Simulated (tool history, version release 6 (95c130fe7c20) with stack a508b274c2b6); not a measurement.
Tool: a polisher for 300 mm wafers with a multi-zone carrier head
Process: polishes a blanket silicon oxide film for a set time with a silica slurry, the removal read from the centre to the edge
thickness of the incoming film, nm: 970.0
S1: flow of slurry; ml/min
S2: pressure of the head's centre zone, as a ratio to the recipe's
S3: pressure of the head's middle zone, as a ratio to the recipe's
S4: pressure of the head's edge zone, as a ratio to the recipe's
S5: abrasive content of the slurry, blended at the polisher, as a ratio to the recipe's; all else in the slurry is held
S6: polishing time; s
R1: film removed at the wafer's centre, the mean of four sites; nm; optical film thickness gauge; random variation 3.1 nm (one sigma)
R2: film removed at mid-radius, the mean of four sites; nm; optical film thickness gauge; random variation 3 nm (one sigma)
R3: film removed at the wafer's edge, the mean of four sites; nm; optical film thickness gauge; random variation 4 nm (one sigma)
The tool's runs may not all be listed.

run,hour,S1,S2,S3,S4,S5,S6,R1,R2,R3
1,0,185,1,1,1,1,70,256.85,279.6,278.42
2,7.6,190,0.99,1,1.03,1.1,73,272.62,303.74,304.71
3,9.7,190,0.99,1,1.06,1.15,77,289.91,326.33,332.5
4,13.7,190,0.99,1,1.08,1.2,80,310.57,343.16,354.74
5,18.5,195,0.98,1,1.1,1.25,82,321.94,356.71,371
6,20.6,195,0.98,1,1.1,1.1,82,313.78,342.51,353.28
7,23.6,190,0.98,1,1.11,1.15,84,319.69,353.83,371.7
# hour 32.5: slurry nozzle cleaned
8,32.5,185,0.98,1.01,1.12,1.2,86,359.91,404.83,409.38
9,38.8,180,0.97,1,1.13,1.25,86,360.28,401.22,416.92
10,46.8,170,0.96,0.99,1.14,1.25,86,355.13,392.4,419.72
11,52.9,170,0.96,0.99,1.14,1.25,86,354.3,391.51,413.16
12,61,220,0.89,0.98,1.19,1.5,86,364.02,438.72,462.41

The next listed run, before its measurement:
13,62.8,220,0.89,0.98,1.19,1.5,87,?,?,?

{"run 13": {"R1": 371.54, "R2": 440.78, "R3": 470.34}}
